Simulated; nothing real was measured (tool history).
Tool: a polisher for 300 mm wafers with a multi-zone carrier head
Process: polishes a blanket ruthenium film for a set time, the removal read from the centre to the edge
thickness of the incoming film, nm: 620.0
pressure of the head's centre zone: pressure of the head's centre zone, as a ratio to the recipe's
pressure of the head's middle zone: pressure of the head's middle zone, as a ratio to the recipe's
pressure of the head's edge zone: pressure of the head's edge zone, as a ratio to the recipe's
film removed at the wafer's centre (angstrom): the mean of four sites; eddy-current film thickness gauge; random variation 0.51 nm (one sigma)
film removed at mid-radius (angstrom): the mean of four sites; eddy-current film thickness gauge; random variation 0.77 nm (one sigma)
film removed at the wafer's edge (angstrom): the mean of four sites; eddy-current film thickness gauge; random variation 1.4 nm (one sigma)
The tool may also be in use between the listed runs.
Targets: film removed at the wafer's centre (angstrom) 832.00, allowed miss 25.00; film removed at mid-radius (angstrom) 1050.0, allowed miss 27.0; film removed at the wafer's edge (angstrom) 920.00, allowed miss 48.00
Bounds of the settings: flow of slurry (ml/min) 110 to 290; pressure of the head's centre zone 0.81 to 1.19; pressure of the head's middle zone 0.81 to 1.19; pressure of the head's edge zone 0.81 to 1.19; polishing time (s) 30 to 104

| run | hour | flow of slurry (ml/min) | pressure of the head's centre zone | pressure of the head's middle zone | pressure of the head's edge zone | polishing time (s) | film removed at the wafer's centre (angstrom) | film removed at mid-radius (angstrom) | film removed at the wafer's edge (angstrom) |
|---|---|---|---|---|---|---|---|---|---|
| 1 | 0.0 | 185 | 1.00 | 1.00 | 1.00 | 67 | 1136.30 | 1160.4 | 1151.40 |
| 2 | 5.9 | 175 | 0.96 | 1.01 | 0.96 | 65 | 1059.70 | 1143.9 | 1077.00 |
| 3 | 12.0 | 165 | 0.93 | 1.01 | 0.94 | 64 | 983.14 | 1105.5 | 1008.10 |
| 4 | 19.5 | 165 | 0.93 | 1.01 | 1.02 | 64 | 984.48 | 1100.7 | 1051.00 |
| 5 | 23.0 | 155 | 0.91 | 1.01 | 1.01 | 64 | 955.76 | 1097.5 | 1040.00 |
| 6 | 30.8 | 155 | 0.91 | 1.01 | 1.01 | 74 | 1110.90 | 1240.3 | 1235.30 |
| 7 | 35.4 | 150 | 0.89 | 1.01 | 0.99 | 71 | 1028.40 | 1203.2 | 1124.20 |
| 8 | 39.1 | 145 | 0.87 | 1.00 | 0.98 | 70 | 981.95 | 1171.5 | 1125.60 |
| 9 | 47.7 | 140 | 0.87 | 1.00 | 0.96 | 68 | 960.67 | 1110.4 | 1049.50 |
| 10 | 51.0 | 125 | 0.81 | 1.07 | 0.92 | 62 | 777.41 | 1057.5 | 954.36 |
| 11 | 57.5 | 130 | 0.82 | 1.06 | 0.90 | 62 | 793.39 | 1050.2 | 955.36 |

Which of these 5 next moves meets every target?
| A | 64.0 | 110 | 0.81 | 0.93 | 0.90 | 73 | ? | ? | ? |
| B | 64.0 | 110 | 0.82 | 1.13 | 0.93 | 62 | ? | ? | ? |
| C | 64.0 | 130 | 0.81 | 1.03 | 0.92 | 62 | ? | ? | ? |
| D | 64.0 | 115 | 0.81 | 1.12 | 0.86 | 61 | ? | ? | ? |
| E | 64.0 | 120 | 0.86 | 1.05 | 0.82 | 64 | ? | ? | ? |

| move | film removed at the wafer's centre (angstrom) | film removed at mid-radius (angstrom) | film removed at the wafer's edge (angstrom) |
|---|---|---|---|
| A | 880.62 | 1051.7 | 1073.20 |
| B | 758.31 | 1053.4 | 922.93 |
| C | 791.34 | 1022.0 | 951.11 |
| D | 748.77 | 1043.2 | 884.66 |
| E | 846.32 | 1048.7 | 917.62 |
A: takes the result that was furthest off past its target
B: further off than the last run
C: further off than the last run
D: further off than the last run
E: meets every target
Move E is the one to make.

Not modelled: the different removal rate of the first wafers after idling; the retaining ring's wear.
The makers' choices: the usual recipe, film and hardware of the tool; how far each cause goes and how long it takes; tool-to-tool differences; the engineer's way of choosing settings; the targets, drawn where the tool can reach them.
